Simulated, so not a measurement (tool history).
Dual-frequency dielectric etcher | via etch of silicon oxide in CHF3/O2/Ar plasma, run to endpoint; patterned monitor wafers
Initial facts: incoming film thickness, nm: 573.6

Run 1, hour 0: source power (W) 630, bias power (W) 227. Result: endpoint time (s) 272.05.
Run 2, hour 0.7: source power (W) 740, bias power (W) 227. Result: endpoint time (s) 255.22.
Run 3, hour 4: source power (W) 740, bias power (W) 190. Result: endpoint time (s) 266.58.
Run 4, hour 5.9: source power (W) 740, bias power (W) 229. Result: endpoint time (s) 253.21.
Run 5, hour 11.1: source power (W) 640, bias power (W) 215. Result: endpoint time (s) 275.12.
Run 6, hour 14.5: source power (W) 550, bias power (W) 215. Result: endpoint time (s) 291.17.
Run 7, hour 17.9: source power (W) 500, bias power (W) 209. Result: endpoint time (s) 304.54.

The next listed run, before its measurement:
Run 8, hour 20: source power (W) 470, bias power (W) 206. Result: endpoint time (s) ?.

{"run 8": {"endpoint time (s)": 316.8}}
